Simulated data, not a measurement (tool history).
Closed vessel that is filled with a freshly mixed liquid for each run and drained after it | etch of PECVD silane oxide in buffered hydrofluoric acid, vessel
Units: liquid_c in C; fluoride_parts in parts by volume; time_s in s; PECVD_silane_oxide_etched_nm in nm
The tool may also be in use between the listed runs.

Run 1, hour 0: liquid_c 21 C, fluoride_parts 11.5 parts by volume, time_s 90 s. Result: PECVD_silane_oxide_etched_nm 129.57 nm.
Run 2, hour 1.2: liquid_c 21 C, fluoride_parts 13 parts by volume, time_s 90 s. Result: PECVD_silane_oxide_etched_nm 114.4 nm.
Run 3, hour 7.4: liquid_c 21 C, fluoride_parts 11.5 parts by volume, time_s 90 s. Result: PECVD_silane_oxide_etched_nm 130.39 nm.
Run 4, hour 15.6: liquid_c 23.5 C, fluoride_parts 11.5 parts by volume, time_s 90 s. Result: PECVD_silane_oxide_etched_nm 146.89 nm.
Run 5, hour 22.5: liquid_c 25.5 C, fluoride_parts 11.5 parts by volume, time_s 90 s. Result: PECVD_silane_oxide_etched_nm 165.73 nm.
Run 6, hour 24.7: liquid_c 25.5 C, fluoride_parts 11.5 parts by volume, time_s 100 s. Result: PECVD_silane_oxide_etched_nm 183.98 nm.
Run 7, hour 33.1: liquid_c 23.5 C, fluoride_parts 12 parts by volume, time_s 100 s. Result: PECVD_silane_oxide_etched_nm 157.07 nm.

Forecast run 8:
Run 8, hour 38.1: liquid_c 22 C, fluoride_parts 12 parts by volume, time_s 100 s. Result: PECVD_silane_oxide_etched_nm ?.

Run 8 gave PECVD_silane_oxide_etched_nm 146.38 nm.
